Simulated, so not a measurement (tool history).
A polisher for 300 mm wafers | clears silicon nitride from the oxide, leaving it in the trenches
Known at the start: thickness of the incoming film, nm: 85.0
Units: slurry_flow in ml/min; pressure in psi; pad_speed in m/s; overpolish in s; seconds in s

run  hour  slurry_flow  pressure  pad_speed  overpolish  seconds
  1     0          315       1.7       1.02          22   130.06
  2   4.8          315       1.5       1.02          22   147.07
  3  10.8          315       1.6       1.02          22   136.84
  4    13          315       1.7       1.02          22   135.41
  5  13.7          390       1.7       1.02          22   132.02
  6  19.3          390       1.7       0.76          22   177.18
  7  20.7          390       1.9       0.78          22   155.81

The next listed run, before its measurement:
  8  23.3          390       2.4       0.84          22        ?

Run 8 gave seconds 114.43 s.
